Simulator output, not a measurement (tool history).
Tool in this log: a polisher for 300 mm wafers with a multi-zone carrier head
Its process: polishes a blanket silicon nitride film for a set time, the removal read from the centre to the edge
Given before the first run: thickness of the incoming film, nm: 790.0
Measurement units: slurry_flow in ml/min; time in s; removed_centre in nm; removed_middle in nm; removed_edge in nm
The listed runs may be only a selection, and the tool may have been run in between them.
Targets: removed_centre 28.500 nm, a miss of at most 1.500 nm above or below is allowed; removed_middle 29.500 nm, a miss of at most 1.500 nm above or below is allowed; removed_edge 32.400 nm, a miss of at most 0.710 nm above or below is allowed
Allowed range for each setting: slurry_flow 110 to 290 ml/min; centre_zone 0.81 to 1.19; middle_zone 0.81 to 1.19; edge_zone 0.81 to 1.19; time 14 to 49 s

run	day	slurry_flow	centre_zone	middle_zone	edge_zone	time	removed_centre	removed_middle	removed_edge
1	0.000	185	1.00	1.00	1.00	31	48.494	48.000	46.272
2	0.142	175	0.96	0.96	0.99	29	43.643	43.934	42.796
3	0.325	165	0.93	0.93	1.01	27	38.669	38.668	40.190
4	0.562	200	0.93	0.93	1.01	27	40.034	39.693	40.790
5	0.917	190	0.90	0.91	1.00	26	37.878	37.792	38.972
6	1.279	180	0.88	0.90	1.00	25	34.686	36.186	37.275
7	1.312	170	0.87	0.88	1.00	24	32.805	34.214	35.684
8	1.362	165	0.86	0.86	1.00	23	31.835	31.286	34.490
9	1.446	160	0.85	0.86	0.99	23	30.901	31.946	33.521
10	1.750	150	0.84	0.85	0.99	23	30.014	30.642	33.777
11	1.854	130	0.82	0.85	0.94	22	27.746	27.728	30.940

Exactly one of the 4 candidate moves below puts every result within its allowed miss. Which one?
A	1.958	160	0.82	0.88	0.96	23	?	?	?
B	1.958	145	0.83	0.92	0.85	22	?	?	?
C	1.958	110	0.81	0.82	0.89	24	?	?	?
D	1.958	150	0.81	1.03	1.10	21	?	?	?

move	removed_centre	removed_middle	removed_edge
A	29.577	32.155	33.328
B	28.234	31.533	29.865
C	28.885	30.185	32.464
D	26.488	33.228	32.277
A: takes the biggest miss from the last run beyond its target
B: the biggest miss grows against the last run
C: all results land within tolerance of their targets
D: gets the furthest-off result to its target, but another result is out of tolerance
Correct choice: C, which meets every target
